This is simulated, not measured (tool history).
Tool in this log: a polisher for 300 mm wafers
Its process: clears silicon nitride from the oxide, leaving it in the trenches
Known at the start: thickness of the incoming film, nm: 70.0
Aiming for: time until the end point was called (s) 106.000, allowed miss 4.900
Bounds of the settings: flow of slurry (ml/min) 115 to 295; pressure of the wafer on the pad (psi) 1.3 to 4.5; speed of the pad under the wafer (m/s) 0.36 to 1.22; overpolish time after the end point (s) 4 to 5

run	hour	flow of slurry (ml/min)	pressure of the wafer on the pad (psi)	speed of the pad under the wafer (m/s)	overpolish time after the end point (s)	time until the end point was called (s)
1	0.0	190	2.9	0.78	5	90.111
2	5.3	190	2.9	0.78	5	87.909
3	7.6	215	2.9	0.78	5	86.280
4	9.2	210	2.8	0.78	5	88.397
5	17.2	210	3.2	0.78	5	79.747
6	23.7	205	3.0	0.78	5	83.735
7	27.7	200	2.9	0.78	5	89.172
8	32.5	195	2.8	0.78	5	92.452
9	40.3	195	2.8	0.78	5	90.842
10	45.8	190	2.7	0.78	5	94.238
11	52.0	185	2.6	0.78	5	96.645
12	60.9	185	2.5	0.78	5	100.410
13	67.2	185	2.5	0.78	5	98.302

Below are 4 possible settings for the next run. Only one of them brings all results inside the allowed miss of their targets. Which is it?
A	73.5	175	2.5	0.92	5	?
B	73.5	180	3.1	0.58	4	?
C	73.5	160	2.3	0.72	5	?
D	73.5	120	2.1	0.96	4	?

move	time until the end point was called (s)
A	86.612
B	114.590
C	119.620
D	106.650
A: moves away from the targets compared with the last run
B: takes the result that was furthest off past its target
C: takes the result that was furthest off past its target
D: every result lands within tolerance
D is the move that brings every result within its allowed miss.

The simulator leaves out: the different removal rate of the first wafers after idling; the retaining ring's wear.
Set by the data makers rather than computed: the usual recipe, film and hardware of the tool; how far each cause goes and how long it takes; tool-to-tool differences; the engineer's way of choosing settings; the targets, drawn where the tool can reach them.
